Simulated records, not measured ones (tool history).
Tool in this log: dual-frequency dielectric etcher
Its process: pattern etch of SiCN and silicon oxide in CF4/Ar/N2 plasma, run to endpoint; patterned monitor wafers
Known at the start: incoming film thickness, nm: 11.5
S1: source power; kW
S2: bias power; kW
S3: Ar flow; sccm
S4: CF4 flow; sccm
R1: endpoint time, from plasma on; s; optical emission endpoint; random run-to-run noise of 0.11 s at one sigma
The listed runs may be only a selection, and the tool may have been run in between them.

run,hour,S1,S2,S3,S4,R1
1,0,0.55,0.074,89,66,10.395
2,8.2,0.53,0.073,89,66,10.745
3,14.6,0.51,0.073,89,66,11.471
4,19.6,0.5,0.073,89,66,11.693
5,20.6,0.5,0.073,83,66,11.536
6,23.6,0.5,0.073,83,77,11.049
7,26,0.49,0.073,83,77,11.404

Run 8 comes next. What will it give?
8,33.2,0.48,0.073,83,77,?

Run 8 gave R1 11.819 s.

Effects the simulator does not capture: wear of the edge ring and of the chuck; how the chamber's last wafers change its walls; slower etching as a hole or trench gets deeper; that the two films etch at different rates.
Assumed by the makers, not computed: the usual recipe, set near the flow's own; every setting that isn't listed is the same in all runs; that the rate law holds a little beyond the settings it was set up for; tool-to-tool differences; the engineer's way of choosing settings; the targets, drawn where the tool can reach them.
